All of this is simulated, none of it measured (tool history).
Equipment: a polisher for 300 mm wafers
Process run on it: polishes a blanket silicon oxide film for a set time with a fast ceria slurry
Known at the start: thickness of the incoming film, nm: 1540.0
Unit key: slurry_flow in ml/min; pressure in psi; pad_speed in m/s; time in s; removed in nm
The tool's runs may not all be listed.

run 1 hour=0.0 | slurry_flow=185 pressure=3.4 pad_speed=0.76 time=19 | removed=210.50
run 2 hour=5.2 | slurry_flow=185 pressure=3.6 pad_speed=0.76 time=19 | removed=222.46
run 3 hour=10.7 | slurry_flow=185 pressure=3.8 pad_speed=0.76 time=19 | removed=229.32
run 4 hour=18.4 | slurry_flow=210 pressure=3.8 pad_speed=0.76 time=19 | removed=234.69
run 5 hour=25.5 | slurry_flow=210 pressure=3.9 pad_speed=0.76 time=19 | removed=239.29
run 6 hour=30.9 | slurry_flow=210 pressure=3.9 pad_speed=0.76 time=17 | removed=218.98

Run 7 is up next; what results do you expect?
run 7 hour=39.9 | slurry_flow=220 pressure=4.9 pad_speed=0.86 time=17 | removed=?

Run 7 came out at removed 312.45 nm.

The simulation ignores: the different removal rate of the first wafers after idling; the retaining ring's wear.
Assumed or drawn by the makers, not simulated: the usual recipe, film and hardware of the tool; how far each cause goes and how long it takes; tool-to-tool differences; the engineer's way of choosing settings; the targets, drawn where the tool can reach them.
